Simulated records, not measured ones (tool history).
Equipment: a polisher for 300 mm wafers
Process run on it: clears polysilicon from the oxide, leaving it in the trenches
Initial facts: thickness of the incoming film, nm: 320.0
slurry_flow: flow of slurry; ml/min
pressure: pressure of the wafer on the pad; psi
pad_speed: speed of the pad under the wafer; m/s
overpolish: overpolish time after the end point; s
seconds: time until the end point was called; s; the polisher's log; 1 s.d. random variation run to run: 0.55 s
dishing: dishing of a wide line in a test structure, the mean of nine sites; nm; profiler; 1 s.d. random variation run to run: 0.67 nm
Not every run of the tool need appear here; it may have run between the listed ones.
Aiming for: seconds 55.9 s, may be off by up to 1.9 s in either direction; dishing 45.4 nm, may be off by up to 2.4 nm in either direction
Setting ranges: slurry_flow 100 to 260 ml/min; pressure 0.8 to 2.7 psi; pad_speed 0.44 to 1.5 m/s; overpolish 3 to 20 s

run 1 day=0 | slurry_flow=165 pressure=1.7 pad_speed=0.96 overpolish=10 | seconds=37.941 dishing=52.225
run 2 day=0.321 | slurry_flow=165 pressure=1.7 pad_speed=1.06 overpolish=10 | seconds=34.551 dishing=53.547
run 3 day=0.4 | slurry_flow=125 pressure=1.7 pad_speed=1.06 overpolish=10 | seconds=35.694 dishing=53.072
run 4 day=0.483 | slurry_flow=125 pressure=1.6 pad_speed=1.06 overpolish=10 | seconds=36.744 dishing=51.76
run 5 day=0.7 | slurry_flow=125 pressure=1.5 pad_speed=1.06 overpolish=10 | seconds=38.95 dishing=50.659
run 6 day=0.808 | slurry_flow=125 pressure=1.4 pad_speed=1.06 overpolish=10 | seconds=40.945 dishing=47.626
run 7 day=1.158 | slurry_flow=125 pressure=1.3 pad_speed=1.06 overpolish=11 | seconds=43.33 dishing=48.808
run 8 day=1.212 | slurry_flow=125 pressure=1.2 pad_speed=1.06 overpolish=11 | seconds=46.521 dishing=47.438
run 9 day=1.442 | slurry_flow=125 pressure=1.2 pad_speed=1.06 overpolish=11 | seconds=46.659 dishing=47.908
run 10 day=1.692 | slurry_flow=125 pressure=1.2 pad_speed=1.06 overpolish=11 | seconds=46.546 dishing=47.942
run 11 day=2.054 | slurry_flow=125 pressure=1.1 pad_speed=1.06 overpolish=11 | seconds=48.547 dishing=45.718
run 12 day=2.188 | slurry_flow=125 pressure=1 pad_speed=1.06 overpolish=12 | seconds=52.861 dishing=46.912

Next run, 4 choices. One meets every target within its allowed miss, the rest don't. Which?
run A day=2.321 | slurry_flow=120 pressure=1 pad_speed=1.14 overpolish=10 | seconds=? dishing=?
run B day=2.321 | slurry_flow=150 pressure=1 pad_speed=0.96 overpolish=12 | seconds=? dishing=?
run C day=2.321 | slurry_flow=135 pressure=1.8 pad_speed=0.68 overpolish=12 | seconds=? dishing=?
run D day=2.321 | slurry_flow=105 pressure=1.1 pad_speed=1.08 overpolish=11 | seconds=? dishing=?

move=A seconds=49.347 dishing=43.8
move=B seconds=56.271 dishing=45.25
move=C seconds=51.695 dishing=47.681
move=D seconds=49.885 dishing=46.206
A: its largest miss is bigger than the last run's
B: each result inside its tolerance
C: its largest miss is bigger than the last run's
D: its largest miss is bigger than the last run's
So the answer is move B, the one that meets all the targets.
